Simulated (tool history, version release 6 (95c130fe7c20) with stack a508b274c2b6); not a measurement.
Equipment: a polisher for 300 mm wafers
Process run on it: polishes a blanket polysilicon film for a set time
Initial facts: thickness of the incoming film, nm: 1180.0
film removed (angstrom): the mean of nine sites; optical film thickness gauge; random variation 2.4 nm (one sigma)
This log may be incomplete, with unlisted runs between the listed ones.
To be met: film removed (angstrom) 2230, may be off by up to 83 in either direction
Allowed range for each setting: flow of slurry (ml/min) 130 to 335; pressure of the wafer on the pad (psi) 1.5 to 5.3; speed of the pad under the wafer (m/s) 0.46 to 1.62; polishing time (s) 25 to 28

run,day,flow of slurry (ml/min),pressure of the wafer on the pad (psi),speed of the pad under the wafer (m/s),polishing time (s),film removed (angstrom)
1,0,215,3.4,1.04,28,2789.6
2,0.042,195,3.4,1.04,28,2708.7
3,0.138,155,3.4,1.04,28,2681.1
4,0.304,155,3.4,1.26,28,3040.1
5,0.625,155,3.1,1.26,28,2822
6,0.946,155,2.8,1.26,28,2607
7,1.317,155,2.6,1.26,28,2483.5
8,1.358,155,2.5,1.26,28,2420.9
9,1.433,155,2.5,1.26,28,2444.5

5 candidate next runs follow, results not yet known. Just one meets every target within its allowed miss. Identify it.
A,1.508,215,2.1,1.42,28,?
B,1.508,165,2.8,1.3,28,?
C,1.508,155,2.7,1.04,28,?
D,1.508,145,2.7,1.54,28,?
E,1.508,140,2.7,1.3,28,?

move,film removed (angstrom)
A,2505.6
B,2747.9
C,2266.1
D,2955
E,2589.5
A: the biggest miss grows against the last run
B: the biggest miss grows against the last run
C: all results in spec
D: the biggest miss grows against the last run
E: the biggest miss grows against the last run
Correct choice: C, which meets every target
